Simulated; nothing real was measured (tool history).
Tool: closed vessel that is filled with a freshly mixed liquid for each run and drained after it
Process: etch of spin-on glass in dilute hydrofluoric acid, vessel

| run | hour | temperature setpoint of the liquid (°C) | parts of water to one part of 49 % hydrofluoric acid (parts by volume) | time in the liquid (s) | thickness taken off the spin-on glass on a monitor wafer (Å) |
|---|---|---|---|---|---|
| 1 | 0.0 | 25.0 | 210 | 30 | 43.267 |
| 2 | 8.7 | 25.0 | 210 | 30 | 43.250 |
| 3 | 15.2 | 23.0 | 215 | 30 | 38.152 |
| 4 | 20.1 | 21.5 | 215 | 30 | 36.709 |
| 5 | 21.5 | 20.5 | 220 | 30 | 33.103 |
| 6 | 24.9 | 19.0 | 220 | 30 | 31.873 |

What will run 7 give?
| 7 | 31.0 | 18.5 | 220 | 30 | ? |

thickness taken off the spin-on glass on a monitor wafer (Å): 31.213
